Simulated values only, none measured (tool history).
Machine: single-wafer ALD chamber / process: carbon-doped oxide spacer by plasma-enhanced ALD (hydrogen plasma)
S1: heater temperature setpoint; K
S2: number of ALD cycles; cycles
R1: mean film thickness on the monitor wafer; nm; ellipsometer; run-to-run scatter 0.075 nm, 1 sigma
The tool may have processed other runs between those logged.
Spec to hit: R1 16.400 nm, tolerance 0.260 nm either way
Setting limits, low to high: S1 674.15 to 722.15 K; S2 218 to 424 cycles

{"run": 1, "hour": 0.0, "S1": 698.15, "S2": 321, "R1": 14.233}
{"run": 2, "hour": 2.8, "S1": 698.15, "S2": 340, "R1": 15.225}
{"run": 3, "hour": 6.7, "S1": 694.15, "S2": 342, "R1": 15.36}
{"run": 4, "hour": 10.6, "S1": 693.15, "S2": 346, "R1": 15.644}
{"run": 5, "hour": 14.8, "S1": 691.15, "S2": 348, "R1": 15.826}
{"run": 6, "hour": 17.0, "S1": 689.15, "S2": 350, "R1": 15.94}
{"hour": 19.8, "done": "thermocouple changed; heater temperature recalibrated"}
{"run": 7, "hour": 19.8, "S1": 688.15, "S2": 352, "R1": 15.904}
{"run": 8, "hour": 22.2, "S1": 688.15, "S2": 352, "R1": 15.95}
{"run": 9, "hour": 30.1, "S1": 688.15, "S2": 354, "R1": 16.145}

4 next moves are on the table. One of them brings every result within its allowed miss. Which?
{"run": "A", "hour": 38.0, "S1": 688.15, "S2": 341, "R1": "?"}
{"run": "B", "hour": 38.0, "S1": 697.15, "S2": 369, "R1": "?"}
{"run": "C", "hour": 38.0, "S1": 681.15, "S2": 342, "R1": "?"}
{"run": "D", "hour": 38.0, "S1": 688.15, "S2": 350, "R1": "?"}

move=A R1=15.515
move=B R1=16.370
move=C R1=15.863
move=D R1=15.925
A: further off than the last run
B: every result within its allowed miss
C: further off than the last run
D: further off than the last run
Answer: B
